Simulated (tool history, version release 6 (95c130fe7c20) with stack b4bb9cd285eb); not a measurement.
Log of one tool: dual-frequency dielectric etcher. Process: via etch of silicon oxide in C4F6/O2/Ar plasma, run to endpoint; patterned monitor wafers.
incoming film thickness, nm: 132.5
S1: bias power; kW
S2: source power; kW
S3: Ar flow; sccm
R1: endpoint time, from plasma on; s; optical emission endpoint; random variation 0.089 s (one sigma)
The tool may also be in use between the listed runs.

{"run": 1, "hour": 0.0, "S1": 0.606, "S2": 0.36, "S3": 397, "R1": 29.364}
{"run": 2, "hour": 6.8, "S1": 0.606, "S2": 0.31, "S3": 397, "R1": 31.864}
{"run": 3, "hour": 13.8, "S1": 0.503, "S2": 0.31, "S3": 397, "R1": 35.512}
{"run": 4, "hour": 15.1, "S1": 0.539, "S2": 0.31, "S3": 397, "R1": 34.13}
{"run": 5, "hour": 20.9, "S1": 0.539, "S2": 0.34, "S3": 397, "R1": 32.221}
{"run": 6, "hour": 23.0, "S1": 0.568, "S2": 0.34, "S3": 397, "R1": 31.353}
{"run": 7, "hour": 31.9, "S1": 0.593, "S2": 0.34, "S3": 397, "R1": 30.73}

The next listed run, before its measurement:
{"run": 8, "hour": 38.1, "S1": 0.593, "S2": 0.34, "S3": 397, "R1": "?"}

{"run 8": {"R1": 30.614}}

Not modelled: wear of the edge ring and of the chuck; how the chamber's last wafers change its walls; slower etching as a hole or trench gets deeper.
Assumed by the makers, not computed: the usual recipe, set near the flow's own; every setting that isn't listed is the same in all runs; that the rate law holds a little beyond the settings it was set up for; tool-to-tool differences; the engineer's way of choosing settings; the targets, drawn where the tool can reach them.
